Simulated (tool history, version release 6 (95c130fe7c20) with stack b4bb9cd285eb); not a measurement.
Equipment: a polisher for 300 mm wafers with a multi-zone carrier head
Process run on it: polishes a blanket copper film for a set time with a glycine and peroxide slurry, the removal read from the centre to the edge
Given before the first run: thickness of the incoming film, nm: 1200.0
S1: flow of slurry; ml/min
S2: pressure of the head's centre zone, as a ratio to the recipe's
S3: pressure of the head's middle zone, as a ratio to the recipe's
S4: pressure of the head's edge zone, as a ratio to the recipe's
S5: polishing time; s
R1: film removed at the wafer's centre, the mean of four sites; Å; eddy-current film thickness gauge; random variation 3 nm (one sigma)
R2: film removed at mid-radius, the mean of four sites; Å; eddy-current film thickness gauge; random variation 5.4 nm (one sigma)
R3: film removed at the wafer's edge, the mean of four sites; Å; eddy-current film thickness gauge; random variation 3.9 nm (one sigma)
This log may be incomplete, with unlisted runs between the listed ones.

Run 1, hour 0.0: S1 145 ml/min, S2 1.00, S3 1.00, S4 1.00, S5 62 s. Result: R1 3178.3 Å, R2 3296.3 Å, R3 3030.3 Å.
Run 2, hour 3.0: S1 145 ml/min, S2 1.00, S3 1.05, S4 1.00, S5 62 s. Result: R1 3192.9 Å, R2 3405.8 Å, R3 3016.5 Å.
Run 3, hour 5.3: S1 150 ml/min, S2 0.99, S3 1.01, S4 1.06, S5 68 s. Result: R1 3519.0 Å, R2 3703.1 Å, R3 3410.3 Å.
Run 4, hour 6.5: S1 150 ml/min, S2 0.99, S3 0.95, S4 1.06, S5 68 s. Result: R1 3517.6 Å, R2 3498.5 Å, R3 3414.3 Å.
Run 5, hour 8.6: S1 150 ml/min, S2 0.96, S3 0.93, S4 1.10, S5 73 s. Result: R1 3678.0 Å, R2 3713.3 Å, R3 3720.8 Å.
Run 6, hour 10.2: S1 150 ml/min, S2 0.96, S3 0.93, S4 1.10, S5 61 s. Result: R1 3085.8 Å, R2 2999.2 Å, R3 3105.9 Å.

Run 7 is up next; what results do you expect?
Run 7, hour 14.7: S1 150 ml/min, S2 0.96, S3 0.93, S4 1.10, S5 61 s. Result: R1 ?, R2 ?, R3 ?.

{"run 7": {"R1": 3081.3, "R2": 3006.6, "R3": 3093.8}}

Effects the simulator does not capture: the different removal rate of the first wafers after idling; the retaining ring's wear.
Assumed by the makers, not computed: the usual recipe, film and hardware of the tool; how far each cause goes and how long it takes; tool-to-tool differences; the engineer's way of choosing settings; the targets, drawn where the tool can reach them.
